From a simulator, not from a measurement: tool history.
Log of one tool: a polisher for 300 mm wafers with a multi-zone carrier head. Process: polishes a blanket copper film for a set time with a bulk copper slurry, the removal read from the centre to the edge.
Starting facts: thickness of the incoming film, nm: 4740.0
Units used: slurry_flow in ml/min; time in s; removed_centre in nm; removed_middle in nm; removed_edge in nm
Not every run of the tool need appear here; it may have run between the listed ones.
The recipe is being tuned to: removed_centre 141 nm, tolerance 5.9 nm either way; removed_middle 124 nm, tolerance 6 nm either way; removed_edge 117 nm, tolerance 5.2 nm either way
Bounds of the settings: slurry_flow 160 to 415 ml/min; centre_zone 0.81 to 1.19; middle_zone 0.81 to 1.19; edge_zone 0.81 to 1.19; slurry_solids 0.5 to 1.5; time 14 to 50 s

| run | day | slurry_flow | centre_zone | middle_zone | edge_zone | slurry_solids | time | removed_centre | removed_middle | removed_edge |
|---|---|---|---|---|---|---|---|---|---|---|
| 1 | 0 | 265 | 1 | 1 | 1 | 1 | 32 | 196.9 | 202.34 | 193.45 |
| 2 | 0.325 | 265 | 1.01 | 0.99 | 0.99 | 0.95 | 31 | 193.96 | 190.67 | 183.77 |
| 3 | 0.4 | 265 | 1.01 | 0.99 | 0.99 | 0.95 | 25 | 154.78 | 155.79 | 146.45 |
| 4 | 0.738 | 265 | 1.01 | 0.98 | 0.98 | 0.9 | 25 | 154.02 | 153.52 | 146.44 |
| 5 | 0.838 | 200 | 1.01 | 0.98 | 0.98 | 0.9 | 25 | 147.05 | 140.38 | 143.57 |
| 6 | 1.112 | 200 | 0.96 | 0.98 | 0.98 | 0.9 | 25 | 139.76 | 142.75 | 144.27 |
| 7 | 1.329 | 205 | 0.98 | 0.98 | 0.97 | 0.85 | 25 | 141.19 | 142.68 | 139.99 |
| 8 | 1.55 | 215 | 1.08 | 0.88 | 0.87 | 0.6 | 24 | 141.78 | 116.1 | 120.37 |

Consider the 5 candidate settings below. Which is the only one whose results all fall within their allowed miss of target?
| A | 1.771 | 370 | 1.09 | 1.07 | 0.81 | 0.6 | 20 | ? | ? | ? |
| B | 1.771 | 305 | 1.18 | 1.13 | 0.81 | 0.5 | 22 | ? | ? | ? |
| C | 1.771 | 245 | 1.05 | 0.89 | 0.92 | 0.65 | 24 | ? | ? | ? |
| D | 1.771 | 235 | 1.06 | 0.84 | 0.87 | 0.6 | 24 | ? | ? | ? |
| E | 1.771 | 240 | 1.13 | 0.97 | 0.87 | 0.6 | 23 | ? | ? | ? |

| move | removed_centre | removed_middle | removed_edge |
|---|---|---|---|
| A | 124.75 | 121.81 | 103.12 |
| B | 139.89 | 133.35 | 108.14 |
| C | 139.92 | 121.72 | 129.03 |
| D | 138.1 | 113.68 | 123.46 |
| E | 140.77 | 123.08 | 118.36 |
A: gets the furthest-off result to its target, but another result is out of tolerance
B: moves the result that the last run missed by most past its target, out the other side
C: gets the furthest-off result to its target, but another result is out of tolerance
D: lands further from the targets than the last run did
E: each result inside its tolerance
So the answer is move E, the one that meets all the targets.

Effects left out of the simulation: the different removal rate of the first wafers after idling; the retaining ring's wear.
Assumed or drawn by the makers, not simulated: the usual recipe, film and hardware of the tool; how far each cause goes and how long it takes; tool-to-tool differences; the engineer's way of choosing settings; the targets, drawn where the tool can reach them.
